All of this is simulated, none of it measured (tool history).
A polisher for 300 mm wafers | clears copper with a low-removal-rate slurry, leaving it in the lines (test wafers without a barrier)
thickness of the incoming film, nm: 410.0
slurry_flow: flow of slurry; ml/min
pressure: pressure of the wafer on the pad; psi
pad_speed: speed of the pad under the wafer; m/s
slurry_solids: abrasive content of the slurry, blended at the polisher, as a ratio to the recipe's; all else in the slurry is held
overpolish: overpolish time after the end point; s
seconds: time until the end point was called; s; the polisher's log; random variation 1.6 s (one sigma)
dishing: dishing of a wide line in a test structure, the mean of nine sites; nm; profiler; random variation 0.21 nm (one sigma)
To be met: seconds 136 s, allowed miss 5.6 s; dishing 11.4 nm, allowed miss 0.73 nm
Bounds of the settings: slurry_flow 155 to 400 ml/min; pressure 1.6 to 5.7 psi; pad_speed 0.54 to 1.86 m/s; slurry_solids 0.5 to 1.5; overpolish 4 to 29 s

{"run": 1, "hour": 0.0, "slurry_flow": 255, "pressure": 3.6, "pad_speed": 1.18, "slurry_solids": 1, "overpolish": 15, "seconds": 92.634, "dishing": 37.834}
{"run": 2, "hour": 2.7, "slurry_flow": 255, "pressure": 3, "pad_speed": 1.18, "slurry_solids": 1, "overpolish": 15, "seconds": 109.35, "dishing": 32.875}
{"run": 3, "hour": 9.6, "slurry_flow": 255, "pressure": 2.7, "pad_speed": 1.18, "slurry_solids": 1, "overpolish": 12, "seconds": 123.17, "dishing": 23.645}
{"run": 4, "hour": 15.3, "slurry_flow": 255, "pressure": 2.5, "pad_speed": 1.22, "slurry_solids": 1, "overpolish": 10, "seconds": 128.24, "dishing": 19.97}
{"run": 5, "hour": 17.3, "slurry_flow": 255, "pressure": 1.7, "pad_speed": 1.22, "slurry_solids": 1, "overpolish": 10, "seconds": 183.27, "dishing": 13.783}
{"run": 6, "hour": 20.9, "slurry_flow": 255, "pressure": 1.7, "pad_speed": 1.28, "slurry_solids": 1, "overpolish": 8, "seconds": 178.65, "dishing": 11.554}
{"run": 7, "hour": 24.3, "slurry_flow": 255, "pressure": 1.9, "pad_speed": 1.3, "slurry_solids": 1, "overpolish": 7, "seconds": 157.02, "dishing": 11.524}
{"run": 8, "hour": 33.0, "slurry_flow": 255, "pressure": 2, "pad_speed": 1.32, "slurry_solids": 1, "overpolish": 7, "seconds": 148.37, "dishing": 12.01}
{"run": 9, "hour": 33.9, "slurry_flow": 260, "pressure": 2.3, "pad_speed": 1.32, "slurry_solids": 1, "overpolish": 4, "seconds": 129.91, "dishing": 8.0371}
{"run": 10, "hour": 35.1, "slurry_flow": 260, "pressure": 2.3, "pad_speed": 1.32, "slurry_solids": 1, "overpolish": 4, "seconds": 131.19, "dishing": 7.9974}
{"run": 11, "hour": 35.9, "slurry_flow": 250, "pressure": 2.3, "pad_speed": 1.32, "slurry_solids": 1, "overpolish": 5, "seconds": 130.68, "dishing": 9.8867}
{"run": 12, "hour": 38.4, "slurry_flow": 240, "pressure": 2.3, "pad_speed": 1.32, "slurry_solids": 1, "overpolish": 5, "seconds": 133.15, "dishing": 9.9582}
{"run": 13, "hour": 42.7, "slurry_flow": 230, "pressure": 2.3, "pad_speed": 1.32, "slurry_solids": 1, "overpolish": 5, "seconds": 134.53, "dishing": 9.9046}
{"run": 14, "hour": 50.9, "slurry_flow": 220, "pressure": 2.3, "pad_speed": 1.32, "slurry_solids": 1, "overpolish": 5, "seconds": 132.16, "dishing": 9.6534}

Which of these 5 next moves meets every target?
{"run": "A", "hour": 59.1, "slurry_flow": 250, "pressure": 2.5, "pad_speed": 1.2, "slurry_solids": 0.95, "overpolish": 4, "seconds": "?", "dishing": "?"}
{"run": "B", "hour": 59.1, "slurry_flow": 210, "pressure": 2.4, "pad_speed": 1.36, "slurry_solids": 1.05, "overpolish": 5, "seconds": "?", "dishing": "?"}
{"run": "C", "hour": 59.1, "slurry_flow": 195, "pressure": 3.3, "pad_speed": 0.82, "slurry_solids": 1, "overpolish": 5, "seconds": "?", "dishing": "?"}
{"run": "D", "hour": 59.1, "slurry_flow": 155, "pressure": 2.5, "pad_speed": 1.26, "slurry_solids": 0.9, "overpolish": 6, "seconds": "?", "dishing": "?"}
{"run": "E", "hour": 59.1, "slurry_flow": 290, "pressure": 3.1, "pad_speed": 0.84, "slurry_solids": 1.1, "overpolish": 4, "seconds": "?", "dishing": "?"}

move=A seconds=132.72 dishing=7.992
move=B seconds=125.66 dishing=10.429
move=C seconds=139.16 dishing=9.5034
move=D seconds=138.96 dishing=11.282
move=E seconds=135.98 dishing=7.8275
A: further off than the last run
B: nearer than the last run, and not there yet
C: further off than the last run
D: meets every target
E: further off than the last run
Answer: D
